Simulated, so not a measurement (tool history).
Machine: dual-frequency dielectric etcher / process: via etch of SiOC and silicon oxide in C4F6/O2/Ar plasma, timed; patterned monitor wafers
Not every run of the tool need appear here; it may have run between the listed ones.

| run | hour | source power (kW) | bias power (kW) | etch time (s) | mean etch depth across the wafer (Å) |
|---|---|---|---|---|---|
| 1 | 0 | 0.27 | 0.13 | 34.5 | 312.94 |
| 2 | 8.5 | 0.3 | 0.13 | 34.5 | 326.93 |
| 3 | 10.1 | 0.3 | 0.117 | 34.5 | 314.04 |
| 4 | 16.6 | 0.28 | 0.113 | 34.5 | 305.75 |
| 5 | 18.3 | 0.28 | 0.113 | 34.5 | 305.05 |
| 6 | 23.5 | 0.28 | 0.135 | 34.5 | 319.05 |
| 7 | 31.7 | 0.27 | 0.129 | 34 | 307.8 |
| 8 | 34.5 | 0.26 | 0.124 | 33.5 | 296.11 |
| 9 | 43.3 | 0.25 | 0.12 | 33.5 | 288.63 |
| 10 | 52 | 0.24 | 0.117 | 33.5 | 282.75 |

Expected results for the next run?
| 11 | 60.2 | 0.18 | 0.092 | 32.5 | ? |

{"run 11": {"mean etch depth across the wafer (Å)": 229.45}}

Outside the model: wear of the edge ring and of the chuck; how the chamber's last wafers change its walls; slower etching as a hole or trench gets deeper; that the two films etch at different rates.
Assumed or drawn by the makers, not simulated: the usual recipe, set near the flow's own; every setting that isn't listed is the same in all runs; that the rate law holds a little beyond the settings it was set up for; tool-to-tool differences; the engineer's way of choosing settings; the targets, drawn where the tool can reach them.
